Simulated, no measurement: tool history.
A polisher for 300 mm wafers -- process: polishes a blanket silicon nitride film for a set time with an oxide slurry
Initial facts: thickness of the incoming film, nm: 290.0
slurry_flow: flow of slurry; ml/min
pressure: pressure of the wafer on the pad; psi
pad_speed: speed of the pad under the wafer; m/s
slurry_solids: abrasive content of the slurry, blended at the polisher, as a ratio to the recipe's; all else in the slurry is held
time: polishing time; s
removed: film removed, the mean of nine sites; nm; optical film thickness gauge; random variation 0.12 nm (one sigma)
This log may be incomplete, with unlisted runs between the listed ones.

run 1 day=0 | slurry_flow=195 pressure=3.3 pad_speed=1.32 slurry_solids=1 time=23 | removed=16.104
run 2 day=0.212 | slurry_flow=235 pressure=3.3 pad_speed=1.32 slurry_solids=1 time=23 | removed=16.495
run 3 day=0.292 | slurry_flow=235 pressure=3.1 pad_speed=1.32 slurry_solids=1 time=23 | removed=15.484
run 4 day=0.642 | slurry_flow=235 pressure=2.9 pad_speed=1.32 slurry_solids=1 time=23 | removed=14.62
run 5 day=0.988 | slurry_flow=235 pressure=2.5 pad_speed=1.32 slurry_solids=1 time=23 | removed=13.271
run 6 day=1.142 | slurry_flow=235 pressure=2.5 pad_speed=1.12 slurry_solids=1 time=23 | removed=11.879

Run 7 is up next; what results do you expect?
run 7 day=1.488 | slurry_flow=235 pressure=2.4 pad_speed=1.12 slurry_solids=1 time=23 | removed=?

removed: 11.362 nm
